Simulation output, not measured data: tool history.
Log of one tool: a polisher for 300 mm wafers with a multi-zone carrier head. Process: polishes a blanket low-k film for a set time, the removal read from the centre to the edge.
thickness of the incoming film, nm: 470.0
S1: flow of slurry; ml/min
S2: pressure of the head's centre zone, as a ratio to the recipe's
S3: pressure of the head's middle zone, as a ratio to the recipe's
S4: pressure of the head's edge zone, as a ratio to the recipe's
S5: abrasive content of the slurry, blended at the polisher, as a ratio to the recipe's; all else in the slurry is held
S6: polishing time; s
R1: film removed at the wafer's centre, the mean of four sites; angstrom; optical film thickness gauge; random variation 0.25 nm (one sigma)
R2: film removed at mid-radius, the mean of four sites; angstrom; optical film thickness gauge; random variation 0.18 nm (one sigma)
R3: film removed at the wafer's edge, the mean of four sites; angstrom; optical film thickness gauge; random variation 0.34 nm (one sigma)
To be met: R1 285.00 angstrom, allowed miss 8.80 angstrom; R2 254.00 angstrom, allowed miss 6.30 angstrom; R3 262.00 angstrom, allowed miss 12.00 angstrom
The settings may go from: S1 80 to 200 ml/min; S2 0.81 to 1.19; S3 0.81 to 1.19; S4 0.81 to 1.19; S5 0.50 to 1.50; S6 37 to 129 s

run,hour,S1,S2,S3,S4,S5,S6,R1,R2,R3
1,0.0,130,1.00,1.00,1.00,1.00,83,459.03,464.72,446.90
2,1.2,130,1.00,1.00,1.00,0.85,83,442.80,440.23,413.21
3,5.5,130,1.00,0.94,1.00,0.85,83,440.04,416.30,427.47
4,11.3,130,1.00,0.94,1.00,0.75,83,410.82,399.27,406.76
5,16.3,130,1.00,0.94,1.00,0.65,83,403.95,384.67,387.60
6,24.1,130,1.00,0.94,1.07,0.65,83,395.40,381.42,401.10
7,32.4,125,1.00,0.93,1.03,0.60,79,365.33,345.81,369.14
8,36.5,125,1.00,0.93,1.00,0.60,75,348.14,328.52,337.00
9,42.0,120,1.00,0.92,0.97,0.60,74,338.08,319.21,328.88
10,46.6,115,1.00,0.91,0.94,0.60,73,327.21,307.24,314.04
11,49.4,115,1.00,0.91,0.94,0.60,73,329.68,310.56,318.38
12,54.0,110,1.00,0.90,0.92,0.60,72,318.49,299.78,309.64
13,57.1,110,1.01,0.89,0.90,0.60,71,316.72,292.65,306.84
14,65.0,110,1.02,0.89,0.89,0.60,70,315.21,287.50,300.50
15,66.0,110,1.02,0.89,0.88,0.60,69,317.94,281.62,290.57
16,74.5,105,1.02,0.89,0.87,0.60,69,315.27,277.47,282.89
17,80.1,100,1.01,0.88,0.86,0.60,69,298.16,273.75,279.03
18,89.0,95,1.01,0.87,0.85,0.60,69,289.57,268.33,277.55

Which of these 5 next moves meets every target?
A,97.9,115,1.03,0.81,0.94,0.50,67,?,?,?
B,97.9,90,1.09,0.90,0.81,0.50,71,?,?,?
C,97.9,105,0.92,0.81,0.84,0.75,66,?,?,?
D,97.9,100,1.02,0.92,0.83,0.55,68,?,?,?
E,97.9,120,0.98,0.84,0.81,0.65,62,?,?,?

move,R1,R2,R3
A,295.62,242.74,280.50
B,302.46,259.25,263.21
C,287.55,264.89,293.01
D,291.81,270.25,268.82
E,286.73,254.26,265.49
A: takes the result that was furthest off past its target
B: brings the result that was furthest off to its target, and leaves another outside
C: further off than the last run
D: further off than the last run
E: meets every target
The right move is E.
